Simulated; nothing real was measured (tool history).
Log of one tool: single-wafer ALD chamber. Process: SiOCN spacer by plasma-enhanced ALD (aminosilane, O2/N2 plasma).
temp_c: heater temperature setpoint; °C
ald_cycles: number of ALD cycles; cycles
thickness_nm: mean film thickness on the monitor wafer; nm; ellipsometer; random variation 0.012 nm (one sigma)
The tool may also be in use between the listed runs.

| run | hour | temp_c | ald_cycles | thickness_nm |
|---|---|---|---|---|
| 1 | 0.0 | 405 | 56 | 3.2732 |
| 2 | 3.7 | 405 | 61 | 3.5464 |
| 3 | 6.5 | 405 | 55 | 3.1899 |
| 4 | 9.7 | 415 | 55 | 3.0935 |
| 5 | 12.4 | 420 | 55 | 3.0336 |
| 6 | 18.1 | 421 | 53 | 2.9167 |
| 7 | 23.1 | 422 | 52 | 2.8417 |
| 8 | 26.0 | 423 | 51 | 2.7665 |

The next listed run, before its measurement:
| 9 | 31.9 | 424 | 50 | ? |

thickness_nm: 2.7520 nm
